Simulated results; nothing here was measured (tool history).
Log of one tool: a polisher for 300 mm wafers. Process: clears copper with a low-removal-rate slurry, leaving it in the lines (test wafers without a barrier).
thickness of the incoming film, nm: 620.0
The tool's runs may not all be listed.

| run | hour | flow of slurry (ml/min) | pressure of the wafer on the pad (psi) | speed of the pad under the wafer (m/s) | abrasive content of the slurry | overpolish time after the end point (s) | time until the end point was called (s) | dishing of a wide line in a test structure (angstrom) |
|---|---|---|---|---|---|---|---|---|
| 1 | 0.0 | 295 | 3.8 | 1.40 | 1.00 | 20 | 126.970 | 559.83 |
| 2 | 7.9 | 295 | 4.5 | 1.40 | 1.00 | 20 | 108.920 | 651.13 |
| 3 | 8.8 | 295 | 4.8 | 1.40 | 1.00 | 20 | 101.250 | 674.43 |
| 4 | 17.6 | 295 | 4.8 | 1.40 | 1.15 | 20 | 99.160 | 685.60 |
| 5 | 20.2 | 295 | 4.5 | 1.40 | 1.15 | 20 | 106.760 | 672.33 |
| 6 | 27.5 | 295 | 5.3 | 1.40 | 1.15 | 20 | 89.946 | 747.86 |
| 7 | 33.6 | 295 | 5.0 | 1.40 | 1.15 | 20 | 93.424 | 708.24 |
| 8 | 41.7 | 295 | 4.7 | 1.40 | 1.15 | 20 | 102.150 | 680.16 |
| 9 | 46.3 | 295 | 4.7 | 1.40 | 1.15 | 20 | 101.190 | 680.08 |
| 10 | 52.5 | 295 | 4.4 | 1.40 | 1.15 | 20 | 107.290 | 637.50 |
| 11 | 56.4 | 295 | 4.2 | 1.40 | 1.15 | 20 | 113.290 | 617.60 |
| 12 | 63.2 | 295 | 4.0 | 1.40 | 1.15 | 20 | 117.850 | 612.83 |
| 13 | 72.1 | 295 | 3.8 | 1.40 | 1.15 | 20 | 125.930 | 576.12 |

The next listed run, before its measurement:
| 14 | 75.0 | 295 | 3.8 | 1.40 | 1.15 | 20 | ? | ? |

Run 14 gave time until the end point was called (s) 124.670, dishing of a wide line in a test structure (angstrom) 574.81.

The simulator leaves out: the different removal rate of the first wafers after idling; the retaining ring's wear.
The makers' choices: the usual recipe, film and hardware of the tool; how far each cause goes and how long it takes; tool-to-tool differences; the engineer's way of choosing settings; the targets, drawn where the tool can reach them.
